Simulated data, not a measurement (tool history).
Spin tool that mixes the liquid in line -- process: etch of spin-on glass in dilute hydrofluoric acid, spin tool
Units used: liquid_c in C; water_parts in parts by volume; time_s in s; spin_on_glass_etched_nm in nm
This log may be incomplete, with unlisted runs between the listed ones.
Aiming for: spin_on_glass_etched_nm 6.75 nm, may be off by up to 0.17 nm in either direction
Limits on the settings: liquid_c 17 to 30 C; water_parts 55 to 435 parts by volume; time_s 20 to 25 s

| run | day | liquid_c | water_parts | time_s | spin_on_glass_etched_nm |
|---|---|---|---|---|---|
| 1 | 0 | 22 | 245 | 25 | 3.1225 |
| 2 | 0.217 | 22 | 245 | 25 | 3.0752 |
| 3 | 0.575 | 24 | 220 | 25 | 3.7659 |
| 4 | 0.65 | 25.5 | 200 | 25 | 4.492 |
| 5 | 1.008 | 28.5 | 200 | 25 | 5.0404 |
| 6 | 1.038 | 28.5 | 135 | 25 | 8.0456 |
| 7 | 1.325 | 27.5 | 135 | 25 | 7.8189 |
| 8 | 1.596 | 26.5 | 135 | 25 | 7.4808 |
| 9 | 1.7 | 26 | 135 | 25 | 7.3257 |
| 10 | 1.783 | 25.5 | 135 | 25 | 7.2728 |

Consider the 4 candidate settings below. Which is the only one whose results all fall within their allowed miss of target?
| A | 1.867 | 27.5 | 135 | 25 | ? |
| B | 1.867 | 25 | 140 | 25 | ? |
| C | 1.867 | 26 | 120 | 25 | ? |
| D | 1.867 | 25.5 | 150 | 25 | ? |

| move | spin_on_glass_etched_nm |
|---|---|
| A | 7.7971 |
| B | 6.8004 |
| C | 8.4458 |
| D | 6.3922 |
A: further off than the last run
B: each result inside its tolerance
C: further off than the last run
D: moves the result that the last run missed by most past its target, out the other side
Move B is the one to make.
